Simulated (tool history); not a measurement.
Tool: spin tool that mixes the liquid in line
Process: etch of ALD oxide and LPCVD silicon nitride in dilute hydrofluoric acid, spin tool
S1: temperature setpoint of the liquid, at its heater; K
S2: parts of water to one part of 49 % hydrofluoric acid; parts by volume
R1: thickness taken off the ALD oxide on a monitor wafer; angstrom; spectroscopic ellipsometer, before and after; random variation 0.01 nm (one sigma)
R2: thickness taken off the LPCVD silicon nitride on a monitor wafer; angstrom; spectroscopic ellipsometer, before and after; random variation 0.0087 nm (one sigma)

Run 1, hour 0.0: S1 294.15 K, S2 170 parts by volume, time under the liquid (s) 85. Result: R1 66.563 angstrom, R2 1.97990 angstrom.
Run 2, hour 1.0: S1 293.15 K, S2 215 parts by volume, time under the liquid (s) 75. Result: R1 43.019 angstrom, R2 1.33690 angstrom.
Run 3, hour 3.8: S1 293.15 K, S2 240 parts by volume, time under the liquid (s) 75. Result: R1 36.786 angstrom, R2 1.03620 angstrom.
Run 4, hour 11.8: S1 290.15 K, S2 240 parts by volume, time under the liquid (s) 75. Result: R1 32.958 angstrom, R2 1.00510 angstrom.
Run 5, hour 19.8: S1 290.15 K, S2 285 parts by volume, time under the liquid (s) 75. Result: R1 26.727 angstrom, R2 0.97247 angstrom.
Run 6, hour 25.8: S1 290.15 K, S2 290 parts by volume, time under the liquid (s) 65. Result: R1 22.814 angstrom, R2 0.79621 angstrom.

Run 7 comes next. What will it give?
Run 7, hour 28.3: S1 290.15 K, S2 295 parts by volume, time under the liquid (s) 55. Result: R1 ?, R2 ?.

R1: 18.918 angstrom
R2: 0.57546 angstrom
